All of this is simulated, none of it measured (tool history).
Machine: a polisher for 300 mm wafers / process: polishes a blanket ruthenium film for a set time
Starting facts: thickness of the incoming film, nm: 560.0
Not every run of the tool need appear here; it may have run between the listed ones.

run,hour,flow of slurry (ml/min),pressure of the wafer on the pad (psi),speed of the pad under the wafer (m/s),polishing time (s),film removed (Å)
1,0.0,310,2.5,0.96,58,645.23
2,7.7,310,2.6,0.96,58,662.88
3,14.3,310,2.7,0.96,58,677.21
4,23.0,310,2.3,0.96,58,601.69
5,29.8,310,2.3,0.96,58,596.17
6,31.2,310,2.5,0.96,58,638.75
# hour 37.8: slurry nozzle cleaned
7,37.8,310,2.7,0.96,58,707.12

Forecast run 8:
8,39.6,310,2.8,0.96,58,?

{"run 8": {"film removed (Å)": 744.51}}
